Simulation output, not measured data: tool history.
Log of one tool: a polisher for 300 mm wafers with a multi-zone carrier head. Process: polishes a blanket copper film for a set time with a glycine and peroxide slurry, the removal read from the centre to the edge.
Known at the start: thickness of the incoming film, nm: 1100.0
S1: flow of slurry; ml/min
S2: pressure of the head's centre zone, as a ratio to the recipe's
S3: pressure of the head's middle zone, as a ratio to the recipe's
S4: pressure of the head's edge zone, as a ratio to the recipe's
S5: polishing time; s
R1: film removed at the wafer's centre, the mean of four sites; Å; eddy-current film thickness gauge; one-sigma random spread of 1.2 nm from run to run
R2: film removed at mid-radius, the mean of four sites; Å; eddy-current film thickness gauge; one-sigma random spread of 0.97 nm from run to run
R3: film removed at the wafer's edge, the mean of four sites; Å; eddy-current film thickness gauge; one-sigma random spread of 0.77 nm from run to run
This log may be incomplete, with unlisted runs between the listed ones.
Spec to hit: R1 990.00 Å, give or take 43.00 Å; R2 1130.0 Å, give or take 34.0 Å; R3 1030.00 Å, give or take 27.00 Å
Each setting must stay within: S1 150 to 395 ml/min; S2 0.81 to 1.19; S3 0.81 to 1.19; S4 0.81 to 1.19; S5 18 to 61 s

Run 1, day 0.000: S1 250 ml/min, S2 1.00, S3 1.00, S4 1.00, S5 39 s. Result: R1 1670.10 Å, R2 1753.7 Å, R3 1768.40 Å.
Run 2, day 0.108: S1 245 ml/min, S2 0.98, S3 1.01, S4 0.95, S5 34 s. Result: R1 1485.50 Å, R2 1531.1 Å, R3 1498.20 Å.
Run 3, day 0.158: S1 235 ml/min, S2 0.93, S3 1.02, S4 0.92, S5 31 s. Result: R1 1280.60 Å, R2 1407.2 Å, R3 1336.20 Å.
Run 4, day 0.279: S1 235 ml/min, S2 0.93, S3 1.02, S4 0.92, S5 38 s. Result: R1 1573.60 Å, R2 1739.4 Å, R3 1615.00 Å.
Run 5, day 0.350: S1 225 ml/min, S2 0.90, S3 1.01, S4 0.89, S5 34 s. Result: R1 1335.30 Å, R2 1515.1 Å, R3 1444.90 Å.
Run 6, day 0.554: S1 230 ml/min, S2 0.90, S3 1.02, S4 0.88, S5 30 s. Result: R1 1204.70 Å, R2 1341.1 Å, R3 1264.90 Å.
Run 7, day 0.817: S1 230 ml/min, S2 0.89, S3 1.03, S4 0.86, S5 28 s. Result: R1 1117.70 Å, R2 1269.3 Å, R3 1151.00 Å.
Run 8, day 1.175: S1 230 ml/min, S2 0.88, S3 1.02, S4 0.85, S5 27 s. Result: R1 1060.30 Å, R2 1220.3 Å, R3 1121.80 Å.
Run 9, day 1.296: S1 200 ml/min, S2 0.89, S3 1.01, S4 0.81, S5 24 s. Result: R1 930.01 Å, R2 1059.8 Å, R3 963.96 Å.
Run 10, day 1.354: S1 220 ml/min, S2 0.88, S3 1.01, S4 0.82, S5 24 s. Result: R1 929.11 Å, R2 1067.1 Å, R3 974.31 Å.

5 next moves are on the table. One of them brings every result within its allowed miss. Which?
Run A, day 1.412: S1 215 ml/min, S2 0.89, S3 1.16, S4 0.81, S5 23 s. Result: R1 ?, R2 ?, R3 ?.
Run B, day 1.412: S1 155 ml/min, S2 0.94, S3 0.98, S4 0.87, S5 26 s. Result: R1 ?, R2 ?, R3 ?.
Run C, day 1.412: S1 250 ml/min, S2 0.98, S3 1.03, S4 0.81, S5 23 s. Result: R1 ?, R2 ?, R3 ?.
Run D, day 1.412: S1 290 ml/min, S2 0.81, S3 1.02, S4 0.81, S5 24 s. Result: R1 ?, R2 ?, R3 ?.
Run E, day 1.412: S1 180 ml/min, S2 0.88, S3 1.01, S4 0.81, S5 26 s. Result: R1 ?, R2 ?, R3 ?.

move      R1      R2       R3
   A  883.40  1144.6   924.43
   B  985.99  1064.1  1041.00
   C  978.17  1053.1   939.28
   D  884.72  1108.3   992.31
   E  959.82  1120.1  1027.10
A: misses by more than the last run did
B: puts the biggest miss on target and leaves a different result outside tolerance
C: misses by more than the last run did
D: misses by more than the last run did
E: every result lands within tolerance
The right move is E.
